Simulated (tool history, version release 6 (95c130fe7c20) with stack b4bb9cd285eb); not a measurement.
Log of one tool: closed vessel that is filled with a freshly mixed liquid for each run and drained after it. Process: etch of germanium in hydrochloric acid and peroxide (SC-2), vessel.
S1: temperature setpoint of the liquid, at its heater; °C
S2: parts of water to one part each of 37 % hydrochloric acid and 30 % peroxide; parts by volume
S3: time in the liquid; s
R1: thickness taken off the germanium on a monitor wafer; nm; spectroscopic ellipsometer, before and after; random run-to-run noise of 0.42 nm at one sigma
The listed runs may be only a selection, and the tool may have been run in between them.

{"run": 1, "hour": 0.0, "S1": 53.0, "S2": 6.5, "S3": 30, "R1": 64.705}
{"run": 2, "hour": 2.1, "S1": 53.0, "S2": 6.5, "S3": 30, "R1": 64.105}
{"run": 3, "hour": 7.9, "S1": 58.5, "S2": 6.5, "S3": 30, "R1": 76.91}
{"run": 4, "hour": 10.8, "S1": 58.5, "S2": 7.5, "S3": 30, "R1": 75.746}
{"run": 5, "hour": 15.1, "S1": 60.5, "S2": 7.5, "S3": 30, "R1": 80.843}
{"run": 6, "hour": 17.3, "S1": 62.0, "S2": 7.5, "S3": 30, "R1": 83.998}
{"run": 7, "hour": 18.2, "S1": 63.5, "S2": 7.5, "S3": 30, "R1": 88.121}

Estimate the outcome of run 8 from the log above:
{"run": 8, "hour": 21.7, "S1": 64.5, "S2": 7.5, "S3": 30, "R1": "?"}

{"run 8": {"R1": 90.475}}
